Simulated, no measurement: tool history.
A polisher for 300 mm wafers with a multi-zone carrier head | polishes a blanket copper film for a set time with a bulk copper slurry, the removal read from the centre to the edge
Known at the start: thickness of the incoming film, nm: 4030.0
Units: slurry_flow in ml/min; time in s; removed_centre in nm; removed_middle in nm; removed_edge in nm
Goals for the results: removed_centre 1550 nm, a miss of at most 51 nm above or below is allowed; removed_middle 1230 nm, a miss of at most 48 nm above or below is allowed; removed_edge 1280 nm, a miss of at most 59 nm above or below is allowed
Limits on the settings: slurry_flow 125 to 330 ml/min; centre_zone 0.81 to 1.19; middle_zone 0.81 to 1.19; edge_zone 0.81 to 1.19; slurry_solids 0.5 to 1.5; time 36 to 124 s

| run | hour | slurry_flow | centre_zone | middle_zone | edge_zone | slurry_solids | time | removed_centre | removed_middle | removed_edge |
|---|---|---|---|---|---|---|---|---|---|---|
| 1 | 0 | 210 | 1 | 1 | 1 | 1 | 79 | 907.86 | 905.34 | 922.65 |
| 2 | 0.9 | 230 | 1 | 1 | 1 | 1 | 79 | 900.62 | 911.36 | 911.76 |
| 3 | 6.8 | 230 | 1 | 1 | 1 | 1.15 | 79 | 940.17 | 962.22 | 955.96 |
| 4 | 12.9 | 230 | 1.03 | 0.98 | 0.99 | 1.2 | 83 | 1010.9 | 1004.6 | 984.54 |
| 5 | 14.1 | 230 | 1.03 | 0.98 | 0.99 | 1 | 83 | 982.27 | 958.16 | 926.67 |
| 6 | 21.3 | 230 | 1.03 | 1.05 | 0.99 | 1 | 83 | 960.4 | 1005.7 | 980.32 |
| 7 | 30 | 220 | 1.06 | 1.02 | 1.01 | 1.1 | 87 | 1073.2 | 1042.8 | 1038.1 |
| 8 | 31.6 | 220 | 1.08 | 1.01 | 1.02 | 1.15 | 89 | 1141.6 | 1061.8 | 1068.1 |
| 9 | 34.3 | 270 | 1.18 | 1.01 | 1.12 | 1.4 | 96 | 1464 | 1235.4 | 1308.7 |
| 10 | 36.5 | 270 | 1.18 | 1.01 | 1.12 | 1.4 | 96 | 1429.7 | 1233.7 | 1263.8 |
| 11 | 40.9 | 275 | 1.18 | 0.99 | 1.1 | 1.4 | 97 | 1440.1 | 1237.7 | 1241.1 |

Of the 4 settings listed for the next run, only one would bring every result within its allowed miss of target. Which one?
| A | 45.3 | 330 | 1.18 | 1.01 | 0.82 | 1.45 | 101 | ? | ? | ? |
| B | 45.3 | 290 | 1.06 | 0.96 | 0.98 | 1.4 | 100 | ? | ? | ? |
| C | 45.3 | 325 | 1.16 | 0.97 | 1.04 | 1.5 | 96 | ? | ? | ? |
| D | 45.3 | 330 | 1.19 | 0.92 | 1.05 | 1.5 | 98 | ? | ? | ? |

| move | removed_centre | removed_middle | removed_edge |
|---|---|---|---|
| A | 1554.9 | 1335.6 | 1216.6 |
| B | 1351.8 | 1248.9 | 1281.9 |
| C | 1461.3 | 1240 | 1296.2 |
| D | 1532.4 | 1219.8 | 1331.5 |
A: the worst result of the last run now meets its target, but another is out of spec
B: further off than the last run
C: nearer the targets than the last run, but a result is still out of spec
D: meets every target
D meets every target.

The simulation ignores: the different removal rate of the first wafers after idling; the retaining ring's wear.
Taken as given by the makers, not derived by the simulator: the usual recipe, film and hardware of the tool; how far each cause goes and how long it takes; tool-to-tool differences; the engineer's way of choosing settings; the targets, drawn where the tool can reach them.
